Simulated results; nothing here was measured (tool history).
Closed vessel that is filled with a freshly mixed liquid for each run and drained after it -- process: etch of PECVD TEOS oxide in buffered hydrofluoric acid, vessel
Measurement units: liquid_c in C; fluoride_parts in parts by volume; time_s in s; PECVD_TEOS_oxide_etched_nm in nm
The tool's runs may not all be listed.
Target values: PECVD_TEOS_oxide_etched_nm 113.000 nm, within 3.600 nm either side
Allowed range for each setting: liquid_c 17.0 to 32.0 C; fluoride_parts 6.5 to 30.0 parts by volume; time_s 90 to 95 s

Run 1, day 0.000: liquid_c 25.0 C, fluoride_parts 18.5 parts by volume, time_s 90 s. Result: PECVD_TEOS_oxide_etched_nm 85.297 nm.
Run 2, day 0.183: liquid_c 25.0 C, fluoride_parts 21.5 parts by volume, time_s 90 s. Result: PECVD_TEOS_oxide_etched_nm 72.002 nm.
Run 3, day 0.221: liquid_c 25.0 C, fluoride_parts 21.5 parts by volume, time_s 90 s. Result: PECVD_TEOS_oxide_etched_nm 74.174 nm.
Run 4, day 0.346: liquid_c 25.0 C, fluoride_parts 23.5 parts by volume, time_s 90 s. Result: PECVD_TEOS_oxide_etched_nm 67.633 nm.
Run 5, day 0.708: liquid_c 25.0 C, fluoride_parts 23.5 parts by volume, time_s 90 s. Result: PECVD_TEOS_oxide_etched_nm 68.643 nm.
Run 6, day 0.950: liquid_c 25.0 C, fluoride_parts 23.5 parts by volume, time_s 95 s. Result: PECVD_TEOS_oxide_etched_nm 72.958 nm.
At day 1.146: hydrofluoric acid flow meter replaced.
Run 7, day 1.146: liquid_c 26.5 C, fluoride_parts 23.0 parts by volume, time_s 95 s. Result: PECVD_TEOS_oxide_etched_nm 75.372 nm.
Run 8, day 1.400: liquid_c 27.0 C, fluoride_parts 21.0 parts by volume, time_s 95 s. Result: PECVD_TEOS_oxide_etched_nm 82.856 nm.
Run 9, day 1.504: liquid_c 27.5 C, fluoride_parts 19.5 parts by volume, time_s 95 s. Result: PECVD_TEOS_oxide_etched_nm 89.213 nm.
Run 10, day 1.546: liquid_c 28.0 C, fluoride_parts 18.5 parts by volume, time_s 95 s. Result: PECVD_TEOS_oxide_etched_nm 98.246 nm.
Run 11, day 1.646: liquid_c 28.0 C, fluoride_parts 18.5 parts by volume, time_s 95 s. Result: PECVD_TEOS_oxide_etched_nm 96.200 nm.

Exercise: of the 5 proposed moves below, exactly one satisfies all targets within the stated allowed misses. Which move is it?
Run A, day 1.746: liquid_c 20.5 C, fluoride_parts 11.5 parts by volume, time_s 95 s. Result: PECVD_TEOS_oxide_etched_nm ?.
Run B, day 1.746: liquid_c 28.0 C, fluoride_parts 16.0 parts by volume, time_s 95 s. Result: PECVD_TEOS_oxide_etched_nm ?.
Run C, day 1.746: liquid_c 28.0 C, fluoride_parts 19.0 parts by volume, time_s 90 s. Result: PECVD_TEOS_oxide_etched_nm ?.
Run D, day 1.746: liquid_c 26.5 C, fluoride_parts 13.0 parts by volume, time_s 95 s. Result: PECVD_TEOS_oxide_etched_nm ?.
Run E, day 1.746: liquid_c 26.5 C, fluoride_parts 19.5 parts by volume, time_s 90 s. Result: PECVD_TEOS_oxide_etched_nm ?.

move  PECVD_TEOS_oxide_etched_nm
   A                     101.720
   B                     110.770
   C                      88.629
   D                     125.320
   E                      79.714
A: closes in on the targets versus the last run, not all within tolerance yet
B: each result inside its tolerance
C: moves away from the targets compared with the last run
D: carries the result that was furthest off beyond its target, to the other side
E: moves away from the targets compared with the last run
The move that meets every target is B.
